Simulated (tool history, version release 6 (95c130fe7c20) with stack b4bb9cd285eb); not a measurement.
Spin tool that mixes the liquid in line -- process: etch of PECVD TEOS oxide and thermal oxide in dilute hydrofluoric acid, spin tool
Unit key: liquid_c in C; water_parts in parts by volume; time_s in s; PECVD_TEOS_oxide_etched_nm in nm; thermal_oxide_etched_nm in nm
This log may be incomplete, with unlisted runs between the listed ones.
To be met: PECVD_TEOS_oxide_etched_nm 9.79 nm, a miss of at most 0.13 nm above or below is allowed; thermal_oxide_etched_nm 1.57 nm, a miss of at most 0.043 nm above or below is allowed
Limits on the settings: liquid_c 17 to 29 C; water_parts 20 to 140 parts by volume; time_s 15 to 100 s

run 1 day=0 | liquid_c=21 water_parts=75 time_s=50 | PECVD_TEOS_oxide_etched_nm=18.382 thermal_oxide_etched_nm=2.9222
run 2 day=0.275 | liquid_c=20 water_parts=85 time_s=50 | PECVD_TEOS_oxide_etched_nm=15.38 thermal_oxide_etched_nm=2.442
run 3 day=0.538 | liquid_c=19 water_parts=90 time_s=50 | PECVD_TEOS_oxide_etched_nm=13.868 thermal_oxide_etched_nm=2.2078
run 4 day=0.862 | liquid_c=19 water_parts=80 time_s=50 | PECVD_TEOS_oxide_etched_nm=15.826 thermal_oxide_etched_nm=2.5387
run 5 day=1.192 | liquid_c=18.5 water_parts=90 time_s=50 | PECVD_TEOS_oxide_etched_nm=13.634 thermal_oxide_etched_nm=2.1817
run 6 day=1.471 | liquid_c=18.5 water_parts=105 time_s=50 | PECVD_TEOS_oxide_etched_nm=11.486 thermal_oxide_etched_nm=1.8374
run 7 day=1.65 | liquid_c=18 water_parts=105 time_s=50 | PECVD_TEOS_oxide_etched_nm=11.189 thermal_oxide_etched_nm=1.7942
run 8 day=1.788 | liquid_c=17.5 water_parts=105 time_s=50 | PECVD_TEOS_oxide_etched_nm=10.958 thermal_oxide_etched_nm=1.7655
run 9 day=2.146 | liquid_c=17.5 water_parts=110 time_s=50 | PECVD_TEOS_oxide_etched_nm=10.425 thermal_oxide_etched_nm=1.6787

Next run, 4 choices. One meets every target within its allowed miss, the rest don't. Which?
run A day=2.504 | liquid_c=24 water_parts=110 time_s=35 | PECVD_TEOS_oxide_etched_nm=? thermal_oxide_etched_nm=?
run B day=2.504 | liquid_c=17 water_parts=105 time_s=50 | PECVD_TEOS_oxide_etched_nm=? thermal_oxide_etched_nm=?
run C day=2.504 | liquid_c=17.5 water_parts=95 time_s=40 | PECVD_TEOS_oxide_etched_nm=? thermal_oxide_etched_nm=?
run D day=2.504 | liquid_c=19.5 water_parts=115 time_s=50 | PECVD_TEOS_oxide_etched_nm=? thermal_oxide_etched_nm=?

move=A PECVD_TEOS_oxide_etched_nm=9.5175 thermal_oxide_etched_nm=1.4941
move=B PECVD_TEOS_oxide_etched_nm=10.773 thermal_oxide_etched_nm=1.6913
move=C PECVD_TEOS_oxide_etched_nm=9.8308 thermal_oxide_etched_nm=1.5433
move=D PECVD_TEOS_oxide_etched_nm=10.797 thermal_oxide_etched_nm=1.6949
A: moves the result that the last run missed by most past its target, out the other side
B: further off than the last run
C: every result lands within tolerance
D: further off than the last run
C is the move that brings every result within its allowed miss.

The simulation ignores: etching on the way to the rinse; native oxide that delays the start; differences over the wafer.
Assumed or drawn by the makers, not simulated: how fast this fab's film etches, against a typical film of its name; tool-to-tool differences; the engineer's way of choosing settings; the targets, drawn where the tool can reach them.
